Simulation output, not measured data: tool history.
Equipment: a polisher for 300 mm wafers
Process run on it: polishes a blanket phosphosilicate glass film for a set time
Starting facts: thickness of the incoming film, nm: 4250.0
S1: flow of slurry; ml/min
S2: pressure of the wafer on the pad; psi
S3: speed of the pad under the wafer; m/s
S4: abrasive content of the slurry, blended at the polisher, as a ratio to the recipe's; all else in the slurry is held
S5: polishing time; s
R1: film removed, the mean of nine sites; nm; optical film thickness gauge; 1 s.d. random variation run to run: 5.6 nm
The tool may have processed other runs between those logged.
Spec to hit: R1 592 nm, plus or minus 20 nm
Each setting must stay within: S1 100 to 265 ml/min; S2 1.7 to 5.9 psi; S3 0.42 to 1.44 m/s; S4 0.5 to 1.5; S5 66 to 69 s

Run 1, hour 0: S1 170 ml/min, S2 3.8 psi, S3 0.92 m/s, S4 1, S5 66 s. Result: R1 520.03 nm.
Run 2, hour 3: S1 175 ml/min, S2 3.9 psi, S3 0.92 m/s, S4 1, S5 66 s. Result: R1 526.98 nm.
Run 3, hour 11.7: S1 155 ml/min, S2 3.9 psi, S3 0.92 m/s, S4 1, S5 66 s. Result: R1 525.49 nm.
Run 4, hour 15.8: S1 155 ml/min, S2 3 psi, S3 0.92 m/s, S4 1, S5 66 s. Result: R1 433.51 nm.
Run 5, hour 18.6: S1 155 ml/min, S2 3.4 psi, S3 0.92 m/s, S4 1, S5 66 s. Result: R1 473.06 nm.
Run 6, hour 27.4: S1 155 ml/min, S2 3.4 psi, S3 0.92 m/s, S4 1.15, S5 66 s. Result: R1 502.57 nm.
Run 7, hour 31.2: S1 155 ml/min, S2 3.6 psi, S3 0.92 m/s, S4 1.15, S5 66 s. Result: R1 534.19 nm.
Run 8, hour 40.1: S1 155 ml/min, S2 3.7 psi, S3 0.92 m/s, S4 1.15, S5 66 s. Result: R1 540.93 nm.
Run 9, hour 43: S1 155 ml/min, S2 3.8 psi, S3 0.92 m/s, S4 1.15, S5 66 s. Result: R1 560.98 nm.
Run 10, hour 43.6: S1 155 ml/min, S2 3.9 psi, S3 0.92 m/s, S4 1.15, S5 66 s. Result: R1 552.76 nm.

Exercise: of the 4 proposed moves below, exactly one satisfies all targets within the stated allowed misses. Which move is it?
Run A, hour 44.2: S1 145 ml/min, S2 4 psi, S3 0.9 m/s, S4 1.15, S5 69 s. Result: R1 ?.
Run B, hour 44.2: S1 140 ml/min, S2 3.9 psi, S3 1.04 m/s, S4 1.25, S5 68 s. Result: R1 ?.
Run C, hour 44.2: S1 180 ml/min, S2 4 psi, S3 0.96 m/s, S4 1.35, S5 66 s. Result: R1 ?.
Run D, hour 44.2: S1 155 ml/min, S2 3.9 psi, S3 0.94 m/s, S4 1.05, S5 67 s. Result: R1 ?.

move      R1
   A  590.96
   B  634.47
   C  652.77
   D  556.91
A: meets every target
B: the result that was furthest off in the last run now lies on the other side of its target
C: the result that was furthest off in the last run now lies on the other side of its target
D: gains on the last run, yet a result remains outside its allowed miss
Go with A: it meets all targets.

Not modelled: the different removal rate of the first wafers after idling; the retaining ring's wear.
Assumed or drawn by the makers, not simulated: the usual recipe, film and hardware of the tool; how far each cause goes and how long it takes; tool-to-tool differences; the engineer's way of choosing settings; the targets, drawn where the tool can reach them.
